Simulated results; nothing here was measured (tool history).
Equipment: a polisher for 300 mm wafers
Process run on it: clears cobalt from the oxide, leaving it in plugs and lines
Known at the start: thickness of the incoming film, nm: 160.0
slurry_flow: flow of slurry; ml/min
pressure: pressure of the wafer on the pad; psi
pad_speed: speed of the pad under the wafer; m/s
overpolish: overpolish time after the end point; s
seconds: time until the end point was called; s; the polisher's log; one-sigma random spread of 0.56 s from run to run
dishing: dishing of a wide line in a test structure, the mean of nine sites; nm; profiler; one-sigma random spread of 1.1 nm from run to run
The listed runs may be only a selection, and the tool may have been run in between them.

run    day  slurry_flow  pressure  pad_speed  overpolish  seconds  dishing
  1  0.000          275       1.4       0.90          15   63.744   28.528
  2  0.233          275       1.4       0.90          11   62.723   22.482
  3  0.362          275       1.1       0.90          11   80.954   18.629
  4  0.604          275       1.1       0.76          11   92.482   16.252
  5  0.879          275       1.1       0.60          11  117.380   13.449
  6  1.250          275       0.8       0.60          11  159.160   10.034
  7  1.525          275       1.2       0.66          11   99.454   15.540
  8  1.854          275       1.5       0.74          12   72.765   22.105
  9  1.946          275       1.7       0.82          12   55.818   25.911
 10  2.308          275       1.7       0.82          12   58.877   26.000

The next listed run, before its measurement:
 11  2.483          275       1.9       0.90          12        ?        ?

Logged for run 11: seconds 47.278 s, dishing 30.114 nm.

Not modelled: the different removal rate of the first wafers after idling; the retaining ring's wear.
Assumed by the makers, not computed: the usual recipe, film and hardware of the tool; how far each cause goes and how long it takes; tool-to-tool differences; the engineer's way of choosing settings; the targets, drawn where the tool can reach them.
